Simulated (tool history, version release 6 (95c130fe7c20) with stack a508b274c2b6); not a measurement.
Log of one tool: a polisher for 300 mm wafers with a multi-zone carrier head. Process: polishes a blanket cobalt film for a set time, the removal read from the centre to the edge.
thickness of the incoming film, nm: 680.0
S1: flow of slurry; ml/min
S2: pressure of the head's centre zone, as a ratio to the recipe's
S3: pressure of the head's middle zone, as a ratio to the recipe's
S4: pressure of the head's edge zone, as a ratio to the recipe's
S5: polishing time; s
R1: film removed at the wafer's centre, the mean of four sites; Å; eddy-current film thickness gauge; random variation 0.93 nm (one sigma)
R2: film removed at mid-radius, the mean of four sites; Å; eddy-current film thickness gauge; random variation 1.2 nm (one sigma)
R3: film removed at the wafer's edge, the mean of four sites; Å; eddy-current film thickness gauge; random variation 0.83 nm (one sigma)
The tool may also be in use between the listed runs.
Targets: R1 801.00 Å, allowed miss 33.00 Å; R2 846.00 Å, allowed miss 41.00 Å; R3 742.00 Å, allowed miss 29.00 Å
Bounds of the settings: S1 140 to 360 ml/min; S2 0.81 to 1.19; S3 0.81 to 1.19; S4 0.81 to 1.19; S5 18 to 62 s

{"run": 1, "hour": 0.0, "S1": 230, "S2": 1.0, "S3": 1.0, "S4": 1.0, "S5": 40, "R1": 1462.3, "R2": 1490.7, "R3": 1553.5}
{"run": 2, "hour": 1.0, "S1": 270, "S2": 1.0, "S3": 1.0, "S4": 1.0, "S5": 40, "R1": 1481.6, "R2": 1523.3, "R3": 1577.9}
{"run": 3, "hour": 9.9, "S1": 270, "S2": 1.0, "S3": 1.0, "S4": 1.0, "S5": 44, "R1": 1619.2, "R2": 1687.6, "R3": 1722.5}
{"run": 4, "hour": 10.7, "S1": 270, "S2": 1.0, "S3": 1.0, "S4": 1.0, "S5": 51, "R1": 1921.8, "R2": 1899.2, "R3": 2008.5}
{"run": 5, "hour": 15.1, "S1": 235, "S2": 0.99, "S3": 0.98, "S4": 0.95, "S5": 42, "R1": 1523.5, "R2": 1544.3, "R3": 1578.0}
{"run": 6, "hour": 18.6, "S1": 235, "S2": 0.99, "S3": 0.98, "S4": 0.92, "S5": 42, "R1": 1523.9, "R2": 1518.5, "R3": 1544.2}
{"run": 7, "hour": 27.0, "S1": 210, "S2": 0.98, "S3": 0.98, "S4": 0.89, "S5": 35, "R1": 1245.7, "R2": 1262.9, "R3": 1261.8}
{"run": 8, "hour": 27.7, "S1": 190, "S2": 0.98, "S3": 1.0, "S4": 0.87, "S5": 30, "R1": 1055.8, "R2": 1072.3, "R3": 1064.5}
{"run": 9, "hour": 29.2, "S1": 190, "S2": 0.99, "S3": 1.04, "S4": 0.85, "S5": 27, "R1": 960.96, "R2": 1038.9, "R3": 931.9}
{"run": 10, "hour": 38.0, "S1": 185, "S2": 1.0, "S3": 1.04, "S4": 0.84, "S5": 25, "R1": 898.93, "R2": 933.53, "R3": 870.12}
{"run": 11, "hour": 42.2, "S1": 185, "S2": 1.0, "S3": 1.04, "S4": 0.84, "S5": 25, "R1": 887.26, "R2": 936.59, "R3": 862.66}
{"run": 12, "hour": 47.9, "S1": 185, "S2": 1.01, "S3": 1.05, "S4": 0.83, "S5": 24, "R1": 850.46, "R2": 891.09, "R3": 824.45}
{"run": 13, "hour": 54.9, "S1": 185, "S2": 1.02, "S3": 1.07, "S4": 0.82, "S5": 24, "R1": 872.63, "R2": 921.28, "R3": 824.98}
{"run": 14, "hour": 63.3, "S1": 185, "S2": 1.02, "S3": 1.08, "S4": 0.82, "S5": 23, "R1": 844.51, "R2": 869.58, "R3": 775.24}

4 next moves are on the table. One of them brings every result within its allowed miss. Which?
{"run": "A", "hour": 71.7, "S1": 185, "S2": 1.07, "S3": 1.05, "S4": 0.81, "S5": 23, "R1": "?", "R2": "?", "R3": "?"}
{"run": "B", "hour": 71.7, "S1": 145, "S2": 0.93, "S3": 1.01, "S4": 0.85, "S5": 24, "R1": "?", "R2": "?", "R3": "?"}
{"run": "C", "hour": 71.7, "S1": 145, "S2": 1.16, "S3": 1.07, "S4": 0.83, "S5": 24, "R1": "?", "R2": "?", "R3": "?"}
{"run": "D", "hour": 71.7, "S1": 165, "S2": 1.05, "S3": 1.13, "S4": 0.83, "S5": 22, "R1": "?", "R2": "?", "R3": "?"}

move=A R1=890.38 R2=845.53 R3=775.51
move=B R1=772.84 R2=827.96 R3=804.98
move=C R1=965.87 R2=860.17 R3=795.72
move=D R1=820.31 R2=836.73 R3=740.15
A: further off than the last run
B: brings the result that was furthest off to its target, and leaves another outside
C: further off than the last run
D: meets every target
Move D is the one to make.
